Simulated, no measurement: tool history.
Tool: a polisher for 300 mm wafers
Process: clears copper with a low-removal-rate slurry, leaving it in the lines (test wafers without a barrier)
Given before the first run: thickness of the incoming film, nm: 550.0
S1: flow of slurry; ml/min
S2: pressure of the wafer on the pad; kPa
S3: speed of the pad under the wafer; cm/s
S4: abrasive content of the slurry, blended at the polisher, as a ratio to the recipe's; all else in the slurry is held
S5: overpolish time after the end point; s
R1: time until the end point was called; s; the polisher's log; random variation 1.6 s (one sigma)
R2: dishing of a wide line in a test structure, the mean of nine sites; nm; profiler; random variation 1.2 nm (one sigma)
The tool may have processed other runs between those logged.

Run 1, hour 0: S1 285 ml/min, S2 28.3 kPa, S3 116 cm/s, S4 1, S5 21 s. Result: R1 105.04 s, R2 54.733 nm.
Run 2, hour 8: S1 285 ml/min, S2 28.3 kPa, S3 142 cm/s, S4 1, S5 21 s. Result: R1 84.468 s, R2 60.548 nm.
Run 3, hour 12.4: S1 285 ml/min, S2 25.5 kPa, S3 136 cm/s, S4 1, S5 23 s. Result: R1 96.393 s, R2 55.449 nm.
Run 4, hour 20.8: S1 285 ml/min, S2 25.5 kPa, S3 136 cm/s, S4 1, S5 29 s. Result: R1 95.456 s, R2 65.32 nm.
Run 5, hour 25.9: S1 285 ml/min, S2 22.8 kPa, S3 130 cm/s, S4 1, S5 31 s. Result: R1 109.06 s, R2 63.123 nm.
Run 6, hour 34.6: S1 285 ml/min, S2 20.7 kPa, S3 126 cm/s, S4 1, S5 32 s. Result: R1 121.4 s, R2 61.758 nm.
Run 7, hour 35.7: S1 285 ml/min, S2 19.3 kPa, S3 122 cm/s, S4 1, S5 32 s. Result: R1 130.67 s, R2 59.932 nm.
Run 8, hour 44.7: S1 285 ml/min, S2 17.9 kPa, S3 120 cm/s, S4 1, S5 32 s. Result: R1 138.28 s, R2 56.742 nm.
Run 9, hour 45.2: S1 285 ml/min, S2 17.2 kPa, S3 118 cm/s, S4 1, S5 32 s. Result: R1 147.22 s, R2 56.359 nm.
Run 10, hour 49.7: S1 285 ml/min, S2 16.5 kPa, S3 116 cm/s, S4 1, S5 32 s. Result: R1 155.5 s, R2 51.745 nm.
Run 11, hour 57.9: S1 285 ml/min, S2 15.9 kPa, S3 116 cm/s, S4 1, S5 32 s. Result: R1 155.9 s, R2 51.323 nm.

Estimate the outcome of run 12 from the log above:
Run 12, hour 63.6: S1 285 ml/min, S2 15.2 kPa, S3 114 cm/s, S4 1, S5 32 s. Result: R1 ?, R2 ?.

Run 12 measured R1 164.37 s, R2 53.091 nm.

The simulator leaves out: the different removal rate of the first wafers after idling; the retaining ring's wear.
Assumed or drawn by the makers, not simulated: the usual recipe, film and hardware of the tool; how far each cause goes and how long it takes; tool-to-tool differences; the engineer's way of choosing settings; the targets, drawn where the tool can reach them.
